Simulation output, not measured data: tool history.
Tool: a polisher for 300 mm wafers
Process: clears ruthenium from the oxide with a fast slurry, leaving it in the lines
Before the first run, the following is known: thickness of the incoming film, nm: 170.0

run	day	flow of slurry (ml/min)	pressure of the wafer on the pad (kPa)	speed of the pad under the wafer (m/s)	abrasive content of the slurry	overpolish time after the end point (s)	time until the end point was called (s)	dishing of a wide line in a test structure (Å)
1	0.000	165	23.4	0.78	1.0	28	41.134	813.88
2	0.092	165	23.4	0.78	1.0	40	42.645	1058.00
3	0.250	165	24.1	0.78	1.0	41	41.428	1089.80
4	0.442	165	24.8	0.78	1.0	42	40.533	1116.00
5	0.567	165	24.8	0.78	0.9	42	43.122	1081.20
6	0.733	165	24.8	0.78	0.8	42	47.618	1002.80
7	1.021	165	26.2	0.78	0.8	43	46.593	1037.40
8	1.312	165	27.6	0.78	0.8	44	44.623	1084.60
9	1.638	165	28.3	0.78	0.8	45	43.096	1125.10

What will run 10 give?
10	1.692	165	29.0	0.78	0.8	46	?	?

Run 10 gave time until the end point was called (s) 42.567, dishing of a wide line in a test structure (Å) 1179.00.
